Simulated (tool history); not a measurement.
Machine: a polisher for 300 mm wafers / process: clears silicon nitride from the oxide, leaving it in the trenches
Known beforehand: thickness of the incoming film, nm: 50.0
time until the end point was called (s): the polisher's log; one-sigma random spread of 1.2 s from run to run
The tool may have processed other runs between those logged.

run  hour  flow of slurry (ml/min)  pressure of the wafer on the pad (kPa)  speed of the pad under the wafer (cm/s)  overpolish time after the end point (s)  time until the end point was called (s)
  1     0                      205                                    11.7                                      110                                       12                                   84.203
  2   7.1                      205                                      11                                      110                                       12                                   90.791
  3    15                      205                                      11                                      120                                       12                                   81.154
  4  17.4                      205                                    13.1                                      120                                       12                                   69.401
  5  23.3                      205                                    13.1                                      138                                       12                                   61.702
  6  28.1                      205                                      11                                      136                                       12                                   73.541

Run 7, settings as shown, results not yet in. Your forecast:
  7  36.9                      205                                     9.7                                      136                                       12                                        ?

Run 7 produced time until the end point was called (s) 84.1.
